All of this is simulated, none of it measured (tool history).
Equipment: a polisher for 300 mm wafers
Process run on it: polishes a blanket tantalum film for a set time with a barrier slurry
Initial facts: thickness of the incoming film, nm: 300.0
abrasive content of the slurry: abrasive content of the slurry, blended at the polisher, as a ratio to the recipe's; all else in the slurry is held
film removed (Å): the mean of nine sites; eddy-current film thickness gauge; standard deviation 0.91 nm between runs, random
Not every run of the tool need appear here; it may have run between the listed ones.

run	hour	flow of slurry (ml/min)	pressure of the wafer on the pad (psi)	speed of the pad under the wafer (m/s)	abrasive content of the slurry	polishing time (s)	film removed (Å)
1	0.0	245	1.8	1.26	1.00	74	1405.9
2	0.9	245	1.8	1.26	1.15	74	1448.8
3	2.0	245	1.7	1.22	1.15	74	1316.8
4	10.3	245	1.7	1.22	1.15	74	1327.6
5	19.0	245	1.7	1.22	1.15	78	1410.4
# hour 22.6: worn pad replaced by a new one
6	22.6	245	1.6	1.18	1.15	78	1368.4
7	24.0	245	1.5	1.10	1.15	78	1206.2

Run 8 has not been measured yet. What should we expect?
8	26.9	245	1.4	1.04	1.15	78	?

Run 8 came out at film removed (Å) 1080.5.
